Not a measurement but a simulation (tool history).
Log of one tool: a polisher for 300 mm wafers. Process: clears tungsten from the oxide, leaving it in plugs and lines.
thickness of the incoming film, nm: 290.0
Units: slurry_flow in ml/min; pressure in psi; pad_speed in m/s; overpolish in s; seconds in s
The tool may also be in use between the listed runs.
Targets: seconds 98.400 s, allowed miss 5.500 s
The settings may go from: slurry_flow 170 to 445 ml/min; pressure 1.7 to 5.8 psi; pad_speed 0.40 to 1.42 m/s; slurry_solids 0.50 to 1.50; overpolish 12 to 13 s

run  hour  slurry_flow  pressure  pad_speed  slurry_solids  overpolish  seconds
  1   0.0          285       3.7       0.90           1.00          12   74.717
  2   3.1          285       3.7       0.90           1.00          12   71.966
  3   5.2          285       3.7       0.90           1.00          12   75.433
  4   9.1          285       3.6       0.90           1.00          12   75.700
  5  13.7          285       3.5       0.90           1.00          12   78.455
  6  19.9          285       3.5       1.06           1.00          12   68.921
  7  22.9          285       3.3       1.06           1.00          12   72.503
  8  30.5          285       3.2       1.06           1.00          12   71.609
  9  37.3          285       3.2       1.06           1.00          12   75.775
 10  42.9          285       3.1       1.06           1.00          12   76.258
 11  46.4          285       3.0       1.06           1.00          12   81.297
 12  47.4          285       2.9       1.06           1.00          12   84.421
 13  50.7          285       2.8       1.06           1.00          12   85.113
 14  58.3          285       2.7       1.06           1.00          12   86.740
 15  64.1          285       2.6       1.06           1.00          12   91.516
 16  70.7          285       2.6       1.06           1.00          12   91.572

4 next moves are on the table. One of them brings every result within its allowed miss. Which?
  A  77.3          200       1.9       1.16           1.00          12        ?
  B  77.3          280       1.8       1.24           1.05          12        ?
  C  77.3          270       3.0       0.76           1.20          13        ?
  D  77.3          270       2.3       1.28           1.15          13        ?

move  seconds
   A  117.240
   B  111.240
   C   99.687
   D   83.901
A: takes the result that was furthest off past its target
B: takes the result that was furthest off past its target
C: meets every target
D: further off than the last run
Answer: C

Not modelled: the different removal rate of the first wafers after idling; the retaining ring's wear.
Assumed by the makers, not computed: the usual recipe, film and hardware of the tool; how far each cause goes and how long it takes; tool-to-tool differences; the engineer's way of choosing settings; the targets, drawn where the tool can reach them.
